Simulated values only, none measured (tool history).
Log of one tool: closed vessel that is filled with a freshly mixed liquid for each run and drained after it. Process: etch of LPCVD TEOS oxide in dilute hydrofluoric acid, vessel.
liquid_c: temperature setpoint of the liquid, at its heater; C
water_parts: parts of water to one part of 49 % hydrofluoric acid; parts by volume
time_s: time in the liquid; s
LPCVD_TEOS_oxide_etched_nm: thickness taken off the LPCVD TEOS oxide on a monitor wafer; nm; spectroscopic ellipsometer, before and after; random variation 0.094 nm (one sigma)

| run | hour | liquid_c | water_parts | time_s | LPCVD_TEOS_oxide_etched_nm |
|---|---|---|---|---|---|
| 1 | 0.0 | 25.0 | 235 | 55 | 6.5551 |
| 2 | 2.7 | 27.5 | 225 | 55 | 7.4967 |
| 3 | 8.8 | 29.0 | 215 | 55 | 8.3873 |
| 4 | 12.7 | 29.0 | 160 | 55 | 11.9490 |
| 5 | 14.6 | 31.0 | 160 | 55 | 13.1190 |
| 6 | 19.4 | 31.0 | 120 | 55 | 18.2510 |

Forecast run 7:
| 7 | 22.9 | 27.0 | 125 | 55 | ? |

LPCVD_TEOS_oxide_etched_nm: 14.9990 nm
